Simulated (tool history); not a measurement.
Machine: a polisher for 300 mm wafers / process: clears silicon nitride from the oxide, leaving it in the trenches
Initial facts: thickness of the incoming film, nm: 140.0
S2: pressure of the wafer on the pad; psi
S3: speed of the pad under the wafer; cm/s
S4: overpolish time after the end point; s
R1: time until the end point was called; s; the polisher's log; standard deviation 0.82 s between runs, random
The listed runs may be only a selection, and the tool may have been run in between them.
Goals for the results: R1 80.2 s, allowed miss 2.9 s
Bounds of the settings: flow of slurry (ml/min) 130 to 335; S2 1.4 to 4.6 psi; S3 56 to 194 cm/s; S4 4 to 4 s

{"run": 1, "day": 0.0, "flow of slurry (ml/min)": 215, "S2": 3, "S3": 124, "S4": 4, "R1": 113.89}
{"run": 2, "day": 0.092, "flow of slurry (ml/min)": 215, "S2": 3.3, "S3": 124, "S4": 4, "R1": 103.59}
{"run": 3, "day": 0.179, "flow of slurry (ml/min)": 215, "S2": 3.3, "S3": 144, "S4": 4, "R1": 88.874}
{"run": 4, "day": 0.321, "flow of slurry (ml/min)": 215, "S2": 3.3, "S3": 118, "S4": 4, "R1": 107.08}
{"run": 5, "day": 0.683, "flow of slurry (ml/min)": 215, "S2": 3.3, "S3": 118, "S4": 4, "R1": 107.57}
{"run": 6, "day": 0.946, "flow of slurry (ml/min)": 215, "S2": 3.3, "S3": 118, "S4": 4, "R1": 108.24}
{"run": 7, "day": 1.092, "flow of slurry (ml/min)": 215, "S2": 3.6, "S3": 118, "S4": 4, "R1": 100.27}
{"run": 8, "day": 1.242, "flow of slurry (ml/min)": 215, "S2": 3.8, "S3": 118, "S4": 4, "R1": 96.747}

Pick the move, out of 4, that brings all results within their allowed miss; only one does.
{"run": "A", "day": 1.392, "flow of slurry (ml/min)": 185, "S2": 4, "S3": 148, "S4": 4, "R1": "?"}
{"run": "B", "day": 1.392, "flow of slurry (ml/min)": 295, "S2": 3.4, "S3": 100, "S4": 4, "R1": "?"}
{"run": "C", "day": 1.392, "flow of slurry (ml/min)": 200, "S2": 4.4, "S3": 126, "S4": 4, "R1": "?"}
{"run": "D", "day": 1.392, "flow of slurry (ml/min)": 165, "S2": 3.3, "S3": 156, "S4": 4, "R1": "?"}

move=A R1=75.512
move=B R1=121.27
move=C R1=79.721
move=D R1=87.647
A: pushes the last run's worst result past its target
B: misses by more than the last run did
C: meets every target
D: closes in on the targets versus the last run, not all within tolerance yet
C meets every target.

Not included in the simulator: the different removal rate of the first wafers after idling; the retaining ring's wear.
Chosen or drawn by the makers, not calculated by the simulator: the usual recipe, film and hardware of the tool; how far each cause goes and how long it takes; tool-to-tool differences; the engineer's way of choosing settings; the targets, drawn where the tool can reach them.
